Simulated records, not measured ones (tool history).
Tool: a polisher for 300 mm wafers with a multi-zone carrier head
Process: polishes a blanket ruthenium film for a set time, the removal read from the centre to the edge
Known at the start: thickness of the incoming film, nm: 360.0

run,hour,flow of slurry (ml/min),pressure of the head's centre zone,pressure of the head's middle zone,pressure of the head's edge zone,polishing time (s),film removed at the wafer's centre (angstrom),film removed at mid-radius (angstrom),film removed at the wafer's edge (angstrom)
1,0,315,1,1,1,54,346.78,339.72,338.3
2,7.4,240,1,1,1,54,326.96,334.83,342.25
3,11.4,240,1,0.95,1,54,324.19,329.24,341.43
4,17.6,240,1,0.95,0.95,54,331.31,324.5,328.19
5,21.8,245,1.02,0.97,0.97,56,356.49,343.68,344.82
6,22.8,245,1.03,0.99,0.99,58,364.64,360.89,360.03
7,29.3,245,1.03,0.99,0.99,58,367.08,361.51,362.61
8,37.3,250,1.05,1,1.01,60,397.14,376.91,388.61
9,43.7,255,1.06,1.02,1.02,61,393.03,388.36,390.09
10,52.6,260,1.08,1.03,1.03,62,411.78,396.26,395.19
11,61.3,260,1.09,1.04,1.04,63,421.95,393.94,414.61
12,66.8,265,1.09,1.05,1.04,64,444.08,415.41,407.36
13,73.5,265,1.09,1.05,1.04,64,428.61,417.45,413.16
14,79.3,270,1.1,1.06,1.05,65,434.19,426.76,421.41
15,85.6,270,1.11,1.06,1.06,66,457.77,430.36,426.81
16,86.9,265,1.11,1.06,1.07,67,457.04,438.67,433.36

Run 17 comes next. What will it give?
17,87.6,260,1.11,1.06,1.07,68,?,?,?

film removed at the wafer's centre (angstrom): 467.83
film removed at mid-radius (angstrom): 441.86
film removed at the wafer's edge (angstrom): 449.09
